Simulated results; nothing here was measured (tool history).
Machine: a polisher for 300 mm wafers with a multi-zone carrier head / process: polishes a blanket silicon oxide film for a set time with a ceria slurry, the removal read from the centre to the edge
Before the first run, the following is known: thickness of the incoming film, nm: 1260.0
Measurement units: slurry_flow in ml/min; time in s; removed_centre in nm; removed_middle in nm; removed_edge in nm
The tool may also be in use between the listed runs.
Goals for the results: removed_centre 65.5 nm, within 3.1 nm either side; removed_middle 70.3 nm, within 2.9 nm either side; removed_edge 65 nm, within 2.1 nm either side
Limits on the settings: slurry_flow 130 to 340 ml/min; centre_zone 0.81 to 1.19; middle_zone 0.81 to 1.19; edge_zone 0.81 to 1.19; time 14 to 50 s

run  hour  slurry_flow  centre_zone  middle_zone  edge_zone  time  removed_centre  removed_middle  removed_edge
  1     0          220            1            1          1    32          115.49          118.43        113.98
  2   8.2          220            1         1.06          1    32          118.38          123.09        116.34
  3  16.4          215         0.98         1.03       0.96    28          99.879          102.92           101
  4  17.2          215         0.98         1.03       0.96    25          86.368          92.458        89.702
  5    19          215         0.98         1.03       1.01    25          89.516          92.822        90.186
  6  22.9          220         0.98         1.05       1.01    22          77.344          83.334        79.634
  7    24          220         0.99         1.06       1.01    21          75.721          79.272        76.975
  8  32.3          225            1         1.09       1.01    20          73.523          78.149        74.088
  9  36.2          225            1          1.1       1.01    19          69.674          74.751        69.174

5 candidate next runs follow, results not yet known. Just one meets every target within its allowed miss. Identify it.
  A  40.1          265         0.93         0.88       1.09    20               ?               ?             ?
  B  40.1          215         0.91         1.05       0.82    21               ?               ?             ?
  C  40.1          230          0.9         1.12       1.02    20               ?               ?             ?
  D  40.1          250         1.15         1.06       1.09    18               ?               ?             ?
  E  40.1          220         1.05         1.19       1.16    17               ?               ?             ?

move  removed_centre  removed_middle  removed_edge
   A          68.415          68.752        75.913
   B           68.23          79.846        69.511
   C          64.983          80.556        72.604
   D           75.72          70.236        67.818
   E           64.08          71.183        64.898
A: the biggest miss grows against the last run
B: the biggest miss grows against the last run
C: the biggest miss grows against the last run
D: the biggest miss grows against the last run
E: all results in spec
So the answer is move E, the one that meets all the targets.

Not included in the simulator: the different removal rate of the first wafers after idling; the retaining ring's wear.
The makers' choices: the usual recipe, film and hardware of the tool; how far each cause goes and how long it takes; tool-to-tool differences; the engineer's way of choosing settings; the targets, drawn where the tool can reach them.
